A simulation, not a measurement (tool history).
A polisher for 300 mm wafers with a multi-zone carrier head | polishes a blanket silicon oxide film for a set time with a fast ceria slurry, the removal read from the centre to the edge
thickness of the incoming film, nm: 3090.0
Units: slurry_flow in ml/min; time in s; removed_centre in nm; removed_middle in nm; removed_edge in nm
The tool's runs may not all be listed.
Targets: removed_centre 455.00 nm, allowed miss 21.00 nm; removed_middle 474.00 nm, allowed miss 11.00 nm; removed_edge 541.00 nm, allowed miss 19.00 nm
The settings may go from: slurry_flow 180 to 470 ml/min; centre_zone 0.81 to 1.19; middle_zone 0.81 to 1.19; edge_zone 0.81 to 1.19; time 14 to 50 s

run 1 hour=0.0 | slurry_flow=300 centre_zone=1.00 middle_zone=1.00 edge_zone=1.00 time=32 | removed_centre=604.54 removed_middle=608.52 removed_edge=590.91
run 2 hour=6.7 | slurry_flow=300 centre_zone=1.00 middle_zone=1.00 edge_zone=1.00 time=26 | removed_centre=476.53 removed_middle=487.68 removed_edge=495.87
run 3 hour=9.9 | slurry_flow=300 centre_zone=0.99 middle_zone=0.99 edge_zone=1.03 time=26 | removed_centre=479.40 removed_middle=482.96 removed_edge=499.37
run 4 hour=12.4 | slurry_flow=295 centre_zone=0.97 middle_zone=0.98 edge_zone=1.06 time=26 | removed_centre=465.90 removed_middle=479.94 removed_edge=497.63
run 5 hour=13.2 | slurry_flow=300 centre_zone=0.95 middle_zone=0.96 edge_zone=1.09 time=26 | removed_centre=459.94 removed_middle=463.66 removed_edge=524.51
run 6 hour=15.4 | slurry_flow=300 centre_zone=0.99 middle_zone=0.96 edge_zone=1.09 time=26 | removed_centre=471.76 removed_middle=473.28 removed_edge=504.92
run 7 hour=20.6 | slurry_flow=305 centre_zone=0.97 middle_zone=0.96 edge_zone=1.10 time=26 | removed_centre=461.14 removed_middle=474.79 removed_edge=517.17
run 8 hour=26.5 | slurry_flow=305 centre_zone=0.96 middle_zone=0.96 edge_zone=1.11 time=26 | removed_centre=461.07 removed_middle=469.05 removed_edge=507.48
run 9 hour=27.3 | slurry_flow=305 centre_zone=0.94 middle_zone=0.96 edge_zone=1.11 time=26 | removed_centre=451.99 removed_middle=468.89 removed_edge=513.65
run 10 hour=27.9 | slurry_flow=305 centre_zone=0.93 middle_zone=0.95 edge_zone=1.12 time=26 | removed_centre=450.89 removed_middle=469.89 removed_edge=519.32

Which of these 5 next moves meets every target?
run A hour=28.5 | slurry_flow=180 centre_zone=0.98 middle_zone=1.00 edge_zone=1.05 time=27 | removed_centre=? removed_middle=? removed_edge=?
run B hour=28.5 | slurry_flow=280 centre_zone=1.00 middle_zone=1.02 edge_zone=1.09 time=25 | removed_centre=? removed_middle=? removed_edge=?
run C hour=28.5 | slurry_flow=265 centre_zone=0.85 middle_zone=0.95 edge_zone=1.11 time=28 | removed_centre=? removed_middle=? removed_edge=?
run D hour=28.5 | slurry_flow=295 centre_zone=0.90 middle_zone=0.92 edge_zone=1.11 time=27 | removed_centre=? removed_middle=? removed_edge=?
run E hour=28.5 | slurry_flow=415 centre_zone=0.97 middle_zone=1.02 edge_zone=1.18 time=24 | removed_centre=? removed_middle=? removed_edge=?

move=A removed_centre=458.62 removed_middle=468.82 removed_edge=493.19
move=B removed_centre=458.32 removed_middle=464.83 removed_edge=484.08
move=C removed_centre=446.13 removed_middle=490.39 removed_edge=545.33
move=D removed_centre=455.95 removed_middle=466.27 removed_edge=530.32
move=E removed_centre=444.81 removed_middle=461.10 removed_edge=496.41
A: further off than the last run
B: further off than the last run
C: brings the result that was furthest off to its target, and leaves another outside
D: meets every target
E: further off than the last run
The right move is D.
